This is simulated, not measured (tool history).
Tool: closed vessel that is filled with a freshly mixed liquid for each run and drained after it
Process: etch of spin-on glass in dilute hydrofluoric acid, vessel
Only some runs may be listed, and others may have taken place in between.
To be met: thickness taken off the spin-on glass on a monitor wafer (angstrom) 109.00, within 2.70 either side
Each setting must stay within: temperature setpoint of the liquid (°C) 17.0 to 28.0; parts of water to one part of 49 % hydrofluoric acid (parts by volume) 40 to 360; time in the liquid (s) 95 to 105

run,hour,temperature setpoint of the liquid (°C),parts of water to one part of 49 % hydrofluoric acid (parts by volume),time in the liquid (s),thickness taken off the spin-on glass on a monitor wafer (angstrom)
1,0.0,20.0,200,95,158.82
2,6.9,19.5,205,95,152.73
3,14.2,19.0,210,95,146.93
4,16.6,18.5,215,95,139.18
5,18.5,18.5,250,95,117.16
6,20.4,18.5,250,105,127.50
7,25.6,18.5,255,105,126.46
8,31.5,18.5,260,105,121.98
9,35.9,17.5,265,105,114.07

Which single option among these 5 for the next run brings every result within its allowed miss of target? Just one does.
A,40.3,18.0,255,100,?
B,40.3,19.0,300,105,?
C,40.3,18.5,275,105,?
D,40.3,19.0,290,105,?
E,40.3,18.0,265,105,?

move,thickness taken off the spin-on glass on a monitor wafer (angstrom)
A,116.71
B,103.96
C,113.78
D,108.49
E,116.89
A: moves away from the targets compared with the last run
B: moves the result that the last run missed by most past its target, out the other side
C: moves toward the targets from the last run without getting all of them in spec
D: meets every target
E: moves away from the targets compared with the last run
The move that meets every target is D.

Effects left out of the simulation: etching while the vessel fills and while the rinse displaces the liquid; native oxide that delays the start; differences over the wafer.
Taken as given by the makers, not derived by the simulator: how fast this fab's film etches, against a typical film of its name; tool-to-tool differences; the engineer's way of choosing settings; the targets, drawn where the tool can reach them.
